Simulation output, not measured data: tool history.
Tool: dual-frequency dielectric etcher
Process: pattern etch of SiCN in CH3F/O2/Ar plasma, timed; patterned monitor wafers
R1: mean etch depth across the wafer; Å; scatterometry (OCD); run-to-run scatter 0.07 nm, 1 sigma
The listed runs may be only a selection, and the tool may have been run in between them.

Run 1, hour 0.0: source power (W) 530, bias power (W) 55, etch time (s) 87.5. Result: R1 332.52 Å.
Run 2, hour 5.8: source power (W) 470, bias power (W) 55, etch time (s) 87.5. Result: R1 318.24 Å.
Run 3, hour 10.3: source power (W) 470, bias power (W) 64, etch time (s) 87.5. Result: R1 341.94 Å.
Run 4, hour 16.4: source power (W) 450, bias power (W) 63, etch time (s) 87.5. Result: R1 331.62 Å.
Run 5, hour 23.1: source power (W) 450, bias power (W) 71, etch time (s) 87.5. Result: R1 351.27 Å.
Run 6, hour 30.7: source power (W) 430, bias power (W) 69, etch time (s) 87.5. Result: R1 340.64 Å.
Run 7, hour 35.5: source power (W) 430, bias power (W) 69, etch time (s) 87.5. Result: R1 341.50 Å.
Run 8, hour 43.9: source power (W) 410, bias power (W) 67, etch time (s) 87.5. Result: R1 330.77 Å.

Run 9 is up next; what results do you expect?
Run 9, hour 52.6: source power (W) 390, bias power (W) 66, etch time (s) 87.5. Result: R1 ?.

{"run 9": {"R1": 322.24}}
